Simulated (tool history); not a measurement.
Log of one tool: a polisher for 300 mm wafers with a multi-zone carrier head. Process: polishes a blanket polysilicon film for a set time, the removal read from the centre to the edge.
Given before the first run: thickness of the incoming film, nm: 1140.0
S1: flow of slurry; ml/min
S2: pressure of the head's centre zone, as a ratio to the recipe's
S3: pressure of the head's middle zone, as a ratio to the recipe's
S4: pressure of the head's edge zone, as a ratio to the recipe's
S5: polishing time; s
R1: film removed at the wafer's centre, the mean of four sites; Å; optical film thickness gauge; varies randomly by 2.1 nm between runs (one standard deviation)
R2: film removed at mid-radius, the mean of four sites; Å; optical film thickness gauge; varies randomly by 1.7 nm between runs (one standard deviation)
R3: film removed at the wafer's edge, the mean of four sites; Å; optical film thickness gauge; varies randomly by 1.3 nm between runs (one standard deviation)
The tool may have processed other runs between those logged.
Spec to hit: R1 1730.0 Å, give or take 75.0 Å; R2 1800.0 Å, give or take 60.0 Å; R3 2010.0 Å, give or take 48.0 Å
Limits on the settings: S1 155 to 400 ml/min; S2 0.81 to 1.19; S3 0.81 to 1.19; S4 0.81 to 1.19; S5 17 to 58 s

run,hour,S1,S2,S3,S4,S5,R1,R2,R3
1,0.0,255,1.00,1.00,1.00,37,3655.0,3817.1,3696.9
2,6.2,230,0.96,0.95,0.98,32,3049.4,3113.0,3135.4
3,9.8,230,0.96,0.95,0.98,23,2196.4,2206.8,2277.6
4,10.3,225,0.93,0.93,0.98,22,2052.7,2118.1,2162.5
5,14.3,225,0.93,1.00,0.98,22,2023.7,2241.1,2179.4
6,23.2,220,0.90,0.95,0.99,21,1943.3,2017.4,2106.6
7,24.6,215,0.88,0.94,1.00,21,1888.9,2010.8,2087.5
8,26.8,210,0.86,0.92,1.01,21,1869.0,1984.8,2089.5
9,32.9,205,0.85,0.90,1.02,21,1828.4,1938.1,2097.2
10,33.4,200,0.84,0.88,1.01,21,1832.7,1879.6,2082.9
11,34.6,195,0.83,0.88,1.01,21,1780.9,1868.5,2073.3
12,37.1,190,0.83,0.88,1.00,21,1829.6,1851.4,2066.3
13,43.9,190,0.82,0.88,1.00,21,1792.7,1881.1,2058.0
14,49.3,185,0.81,0.87,1.01,21,1769.4,1854.0,2081.8
15,52.4,185,0.81,0.87,1.00,21,1750.4,1852.5,2051.8
16,55.9,185,0.81,0.87,1.00,21,1799.0,1855.3,2066.4

Next run, 5 choices. One meets every target within its allowed miss, the rest don't. Which?
A,59.4,155,0.94,0.81,1.01,21,?,?,?
B,59.4,170,0.85,0.81,1.01,22,?,?,?
C,59.4,220,0.82,0.96,0.98,20,?,?,?
D,59.4,175,0.85,0.89,1.05,20,?,?,?
E,59.4,190,0.83,0.84,0.96,22,?,?,?

move,R1,R2,R3
A,1826.1,1731.7,2027.9
B,1827.5,1834.9,2141.8
C,1682.3,1975.2,1955.8
D,1668.6,1808.3,1987.3
E,1829.4,1914.7,2109.1
A: the furthest-off result lands on target, but another misses its tolerance
B: further off than the last run
C: the result that was furthest off in the last run now lies on the other side of its target
D: all results in spec
E: further off than the last run
Move D is the one to make.

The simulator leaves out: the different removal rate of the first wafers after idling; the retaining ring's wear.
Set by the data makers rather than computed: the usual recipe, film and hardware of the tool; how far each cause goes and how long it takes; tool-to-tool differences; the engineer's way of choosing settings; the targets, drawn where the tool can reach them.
